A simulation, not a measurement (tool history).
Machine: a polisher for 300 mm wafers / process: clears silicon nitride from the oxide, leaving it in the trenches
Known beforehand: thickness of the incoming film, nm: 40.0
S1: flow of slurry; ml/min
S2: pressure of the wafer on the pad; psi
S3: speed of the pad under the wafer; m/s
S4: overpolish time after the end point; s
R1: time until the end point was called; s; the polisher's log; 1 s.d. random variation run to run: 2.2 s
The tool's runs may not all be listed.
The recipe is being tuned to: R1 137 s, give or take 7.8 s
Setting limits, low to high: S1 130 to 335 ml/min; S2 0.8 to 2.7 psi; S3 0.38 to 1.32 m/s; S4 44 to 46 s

run  hour   S1   S2    S3  S4      R1
  1     0  215  1.7  0.84  44  78.683
  2   5.9  215  1.7  0.84  46  79.082
  3  14.1  215    2  0.84  46  69.777
  4  18.2  215  2.3  0.84  46   60.82
  5  25.3  215  2.2  0.82  46  67.192
  6  28.8  245  2.2  0.82  46  64.354
  7  36.3  245  2.1   0.8  46  69.542
  8  41.6  245    2  0.78  46  73.315
  9  48.2  245  1.9  0.76  46  79.278
     56.1  -- head pressure recalibrated
 10  56.1  245  1.8  0.74  46  91.502
 11  59.3  245  1.7  0.74  46  98.315

Which one of the following 4 next-run settings gets every result inside its allowed miss? There is exactly one.
  A  62.5  230  1.9  0.58  46   ?
  B  62.5  255  1.4   0.7  46   ?
  C  62.5  225  1.4  0.62  46   ?
  D  62.5  245  2.2  0.88  44   ?

move      R1
   A  110.58
   B  117.37
   C   133.4
   D  64.941
A: nearer than the last run, and not there yet
B: nearer than the last run, and not there yet
C: every result within its allowed miss
D: misses by more than the last run did
The move that meets every target is C.
